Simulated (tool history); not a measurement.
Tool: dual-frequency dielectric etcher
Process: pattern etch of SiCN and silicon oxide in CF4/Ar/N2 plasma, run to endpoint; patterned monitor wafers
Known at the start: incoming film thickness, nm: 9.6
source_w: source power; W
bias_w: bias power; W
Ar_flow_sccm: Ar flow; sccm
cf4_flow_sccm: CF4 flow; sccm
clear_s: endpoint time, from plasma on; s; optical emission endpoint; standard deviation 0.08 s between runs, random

run,hour,source_w,bias_w,Ar_flow_sccm,cf4_flow_sccm,clear_s
1,0.0,510,87,112,77,10.3250
2,2.7,560,87,112,77,9.4575
3,5.1,470,87,112,77,10.8380
4,14.0,460,87,112,77,11.0090
5,18.0,530,87,112,77,9.8398
6,21.9,530,87,112,66,10.1620
7,25.2,530,87,112,66,10.1800

Estimate the outcome of run 8 from the log above:
8,31.0,520,87,112,66,?

Logged for run 8: clear_s 10.2670 s.

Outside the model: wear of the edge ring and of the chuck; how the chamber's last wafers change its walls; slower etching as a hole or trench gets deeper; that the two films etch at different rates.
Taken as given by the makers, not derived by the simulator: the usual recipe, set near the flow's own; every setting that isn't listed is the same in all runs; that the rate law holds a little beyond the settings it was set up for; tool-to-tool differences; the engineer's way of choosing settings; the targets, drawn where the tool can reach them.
